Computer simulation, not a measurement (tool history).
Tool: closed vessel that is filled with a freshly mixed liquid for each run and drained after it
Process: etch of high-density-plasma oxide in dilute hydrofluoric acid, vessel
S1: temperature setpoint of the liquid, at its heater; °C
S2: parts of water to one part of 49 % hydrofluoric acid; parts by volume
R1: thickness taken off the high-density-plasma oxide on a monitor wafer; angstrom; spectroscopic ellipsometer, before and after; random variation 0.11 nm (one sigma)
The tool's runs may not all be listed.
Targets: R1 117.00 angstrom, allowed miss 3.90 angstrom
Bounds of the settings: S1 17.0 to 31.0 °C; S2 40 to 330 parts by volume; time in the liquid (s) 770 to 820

run 1 hour=0.0 | S1=23.0 S2=185 time_in_the_liquid_(s)=770 | R1=185.93
run 2 hour=4.2 | S1=21.5 S2=195 time_in_the_liquid_(s)=770 | R1=165.52
run 3 hour=6.4 | S1=23.0 S2=195 time_in_the_liquid_(s)=770 | R1=179.14
run 4 hour=10.1 | S1=19.5 S2=195 time_in_the_liquid_(s)=770 | R1=153.63
run 5 hour=12.2 | S1=22.0 S2=195 time_in_the_liquid_(s)=770 | R1=170.26
run 6 hour=13.0 | S1=20.5 S2=205 time_in_the_liquid_(s)=770 | R1=150.88
run 7 hour=18.3 | S1=19.5 S2=210 time_in_the_liquid_(s)=770 | R1=139.89
run 8 hour=25.0 | S1=19.0 S2=215 time_in_the_liquid_(s)=770 | R1=134.13
run 9 hour=31.6 | S1=18.5 S2=220 time_in_the_liquid_(s)=770 | R1=129.38
run 10 hour=33.4 | S1=18.0 S2=225 time_in_the_liquid_(s)=770 | R1=121.34

Which of these 4 next moves meets every target?
run A hour=35.2 | S1=17.0 S2=205 time_in_the_liquid_(s)=770 | R1=?
run B hour=35.2 | S1=18.5 S2=220 time_in_the_liquid_(s)=770 | R1=?
run C hour=35.2 | S1=18.0 S2=220 time_in_the_liquid_(s)=780 | R1=?
run D hour=35.2 | S1=18.5 S2=245 time_in_the_liquid_(s)=790 | R1=?

move=A R1=131.93
move=B R1=128.61
move=C R1=127.77
move=D R1=115.80
A: further off than the last run
B: further off than the last run
C: further off than the last run
D: meets every target
The right move is D.

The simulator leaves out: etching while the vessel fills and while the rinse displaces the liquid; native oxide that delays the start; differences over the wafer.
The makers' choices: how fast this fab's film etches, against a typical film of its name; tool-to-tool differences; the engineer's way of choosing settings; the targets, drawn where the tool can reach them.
